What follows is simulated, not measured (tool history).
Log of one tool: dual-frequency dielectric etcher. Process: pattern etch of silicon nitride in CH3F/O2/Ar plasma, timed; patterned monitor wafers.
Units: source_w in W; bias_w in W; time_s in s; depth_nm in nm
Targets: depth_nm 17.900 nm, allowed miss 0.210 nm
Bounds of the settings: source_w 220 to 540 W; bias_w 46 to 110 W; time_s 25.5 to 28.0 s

run	hour	source_w	bias_w	time_s	depth_nm
1	0.0	380	78	28.0	19.844
2	1.2	410	78	28.0	20.569
3	10.0	460	78	28.0	21.775
4	10.9	410	77	28.0	20.567
5	13.2	460	77	28.0	21.595
6	16.4	460	77	28.0	21.815
7	18.5	410	76	28.0	20.377
8	20.2	380	76	28.0	19.699
9	25.6	360	76	28.0	19.125
10	31.9	340	76	28.0	18.545
11	33.6	330	76	28.0	18.347

Which of these 5 next moves meets every target?
A	35.3	360	75	27.0	?
B	35.3	360	81	26.5	?
C	35.3	320	81	28.0	?
D	35.3	300	91	27.0	?
E	35.3	340	78	26.0	?

move	depth_nm
A	18.355
B	18.476
C	18.370
D	17.809
E	17.387
A: as far off as the last run
B: further off than the last run
C: further off than the last run
D: meets every target
E: takes the result that was furthest off past its target
Move D is the one to make.
